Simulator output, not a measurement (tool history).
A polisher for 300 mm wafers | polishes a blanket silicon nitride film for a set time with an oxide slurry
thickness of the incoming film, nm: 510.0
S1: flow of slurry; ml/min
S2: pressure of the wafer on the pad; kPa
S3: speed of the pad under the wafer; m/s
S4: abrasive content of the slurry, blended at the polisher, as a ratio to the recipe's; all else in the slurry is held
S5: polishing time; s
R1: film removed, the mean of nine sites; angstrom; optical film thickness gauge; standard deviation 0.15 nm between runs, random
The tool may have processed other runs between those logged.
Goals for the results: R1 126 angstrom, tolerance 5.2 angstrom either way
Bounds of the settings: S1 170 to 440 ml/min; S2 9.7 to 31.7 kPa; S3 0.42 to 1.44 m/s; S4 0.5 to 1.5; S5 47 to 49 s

{"run": 1, "hour": 0.0, "S1": 280, "S2": 20.7, "S3": 0.92, "S4": 1, "S5": 47, "R1": 192.48}
{"run": 2, "hour": 8.4, "S1": 280, "S2": 20.7, "S3": 0.92, "S4": 0.8, "S5": 47, "R1": 176.63}
{"run": 3, "hour": 16.6, "S1": 280, "S2": 19.3, "S3": 0.92, "S4": 0.8, "S5": 47, "R1": 167.67}
{"run": 4, "hour": 17.5, "S1": 320, "S2": 19.3, "S3": 0.92, "S4": 0.8, "S5": 47, "R1": 166.57}
{"run": 5, "hour": 19.2, "S1": 320, "S2": 17.9, "S3": 0.92, "S4": 0.8, "S5": 47, "R1": 157.8}
{"run": 6, "hour": 25.6, "S1": 320, "S2": 16.5, "S3": 0.92, "S4": 0.8, "S5": 47, "R1": 148.38}
{"run": 7, "hour": 27.4, "S1": 320, "S2": 16.5, "S3": 0.92, "S4": 0.8, "S5": 47, "R1": 153.23}
{"run": 8, "hour": 35.9, "S1": 320, "S2": 15.2, "S3": 0.92, "S4": 0.8, "S5": 47, "R1": 138.65}
{"run": 9, "hour": 39.8, "S1": 320, "S2": 15.2, "S3": 0.92, "S4": 0.8, "S5": 47, "R1": 140.46}
{"run": 10, "hour": 47.8, "S1": 320, "S2": 14.5, "S3": 0.92, "S4": 0.8, "S5": 47, "R1": 137.38}

Which one of the following 4 next-run settings gets every result inside its allowed miss? There is exactly one.
{"run": "A", "hour": 55.8, "S1": 440, "S2": 16.5, "S3": 0.86, "S4": 0.65, "S5": 49, "R1": "?"}
{"run": "B", "hour": 55.8, "S1": 330, "S2": 13.8, "S3": 0.92, "S4": 0.85, "S5": 49, "R1": "?"}
{"run": "C", "hour": 55.8, "S1": 310, "S2": 13.1, "S3": 1, "S4": 0.7, "S5": 47, "R1": "?"}
{"run": "D", "hour": 55.8, "S1": 325, "S2": 13.8, "S3": 1.02, "S4": 0.75, "S5": 48, "R1": "?"}

move=A R1=139.94
move=B R1=139.3
move=C R1=127.99
move=D R1=141.65
A: misses by more than the last run did
B: misses by more than the last run did
C: in spec on every target
D: misses by more than the last run did
Correct choice: C, which meets every target
